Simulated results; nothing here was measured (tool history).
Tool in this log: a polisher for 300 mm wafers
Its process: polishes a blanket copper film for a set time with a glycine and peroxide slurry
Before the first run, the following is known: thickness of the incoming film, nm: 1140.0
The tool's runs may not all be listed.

run,hour,flow of slurry (ml/min),pressure of the wafer on the pad (kPa),speed of the pad under the wafer (m/s),polishing time (s),film removed (Å)
1,0,225,11.7,1.28,28,1047
2,8,235,13.1,1.28,28,1159.3
3,14.4,185,13.1,1.28,28,1139.5
4,19,185,10.3,1.28,28,942.88
5,24.3,190,12.4,1.28,28,1100.4
6,28,190,13.8,1.28,28,1188.1
7,33.7,195,14.5,1.28,28,1246.5
8,41.2,200,15.2,1.28,28,1305

For run 9, what comes out?
9,44.3,200,15.9,1.28,28,?

film removed (Å): 1344.3
